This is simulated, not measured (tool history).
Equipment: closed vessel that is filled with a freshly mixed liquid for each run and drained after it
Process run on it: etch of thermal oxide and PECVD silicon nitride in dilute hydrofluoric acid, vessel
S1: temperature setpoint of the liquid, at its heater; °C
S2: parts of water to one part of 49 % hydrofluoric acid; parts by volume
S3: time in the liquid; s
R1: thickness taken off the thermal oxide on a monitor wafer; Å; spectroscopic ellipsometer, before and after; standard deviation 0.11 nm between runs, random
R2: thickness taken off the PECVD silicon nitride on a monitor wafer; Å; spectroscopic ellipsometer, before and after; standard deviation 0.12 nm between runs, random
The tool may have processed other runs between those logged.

run,hour,S1,S2,S3,R1,R2
1,0.0,26.0,120,545,206.22,232.58
2,8.3,26.5,135,560,189.30,219.46
3,15.2,26.5,170,560,141.63,174.21
4,21.4,26.5,170,790,200.22,244.98
# hour 23.2: hydrofluoric acid flow meter replaced
5,23.2,26.5,170,940,272.10,321.59
6,23.8,26.5,180,905,243.75,294.56
7,31.0,26.5,190,865,215.99,268.73

What does the tool deliver on the next run?
8,37.0,26.5,215,680,?,?

Run 8 gave R1 143.72 Å, R2 183.12 Å.

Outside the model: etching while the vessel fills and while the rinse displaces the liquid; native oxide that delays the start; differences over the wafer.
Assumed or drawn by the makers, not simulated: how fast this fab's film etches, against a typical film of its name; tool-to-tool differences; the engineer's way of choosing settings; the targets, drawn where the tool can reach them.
